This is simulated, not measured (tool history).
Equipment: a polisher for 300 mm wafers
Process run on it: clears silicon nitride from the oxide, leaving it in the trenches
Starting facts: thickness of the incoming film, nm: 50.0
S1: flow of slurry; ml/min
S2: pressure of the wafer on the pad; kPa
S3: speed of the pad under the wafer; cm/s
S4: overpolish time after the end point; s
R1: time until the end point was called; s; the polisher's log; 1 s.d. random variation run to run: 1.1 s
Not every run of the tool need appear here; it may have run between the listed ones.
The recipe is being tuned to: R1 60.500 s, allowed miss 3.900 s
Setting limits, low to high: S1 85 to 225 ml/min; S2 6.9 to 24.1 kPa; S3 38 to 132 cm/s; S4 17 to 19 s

Run 1, day 0.000: S1 145 ml/min, S2 15.2 kPa, S3 84 cm/s, S4 17 s. Result: R1 78.271 s.
Run 2, day 0.221: S1 145 ml/min, S2 12.4 kPa, S3 84 cm/s, S4 17 s. Result: R1 93.885 s.
Run 3, day 0.567: S1 160 ml/min, S2 12.4 kPa, S3 84 cm/s, S4 17 s. Result: R1 87.365 s.
Run 4, day 0.792: S1 170 ml/min, S2 13.8 kPa, S3 84 cm/s, S4 17 s. Result: R1 81.835 s.
Run 5, day 1.129: S1 170 ml/min, S2 13.8 kPa, S3 64 cm/s, S4 17 s. Result: R1 98.291 s.
Run 6, day 1.417: S1 170 ml/min, S2 13.8 kPa, S3 54 cm/s, S4 17 s. Result: R1 108.840 s.
Run 7, day 1.729: S1 175 ml/min, S2 16.5 kPa, S3 56 cm/s, S4 17 s. Result: R1 88.301 s.
Run 8, day 2.075: S1 180 ml/min, S2 17.9 kPa, S3 58 cm/s, S4 17 s. Result: R1 82.017 s.
Run 9, day 2.300: S1 180 ml/min, S2 17.9 kPa, S3 58 cm/s, S4 17 s. Result: R1 79.424 s.
Run 10, day 2.350: S1 180 ml/min, S2 19.3 kPa, S3 60 cm/s, S4 17 s. Result: R1 72.877 s.
Run 11, day 2.596: S1 180 ml/min, S2 19.3 kPa, S3 60 cm/s, S4 17 s. Result: R1 72.821 s.
Run 12, day 2.625: S1 180 ml/min, S2 20.0 kPa, S3 60 cm/s, S4 17 s. Result: R1 70.625 s.
Run 13, day 2.971: S1 180 ml/min, S2 20.7 kPa, S3 60 cm/s, S4 17 s. Result: R1 66.844 s.
Run 14, day 3.100: S1 180 ml/min, S2 21.4 kPa, S3 60 cm/s, S4 17 s. Result: R1 65.416 s.

Which one of the following 5 next-run settings gets every result inside its allowed miss? There is exactly one.
Run A, day 3.229: S1 195 ml/min, S2 22.1 kPa, S3 42 cm/s, S4 17 s. Result: R1 ?.
Run B, day 3.229: S1 195 ml/min, S2 18.6 kPa, S3 66 cm/s, S4 17 s. Result: R1 ?.
Run C, day 3.229: S1 170 ml/min, S2 24.1 kPa, S3 78 cm/s, S4 17 s. Result: R1 ?.
Run D, day 3.229: S1 170 ml/min, S2 21.4 kPa, S3 88 cm/s, S4 17 s. Result: R1 ?.
Run E, day 3.229: S1 140 ml/min, S2 20.7 kPa, S3 80 cm/s, S4 17 s. Result: R1 ?.

move      R1
   A  79.225
   B  70.800
   C  50.013
   D  51.663
   E  59.207
A: misses by more than the last run did
B: misses by more than the last run did
C: moves the result that the last run missed by most past its target, out the other side
D: moves the result that the last run missed by most past its target, out the other side
E: every result lands within tolerance
Move E is the one to make.
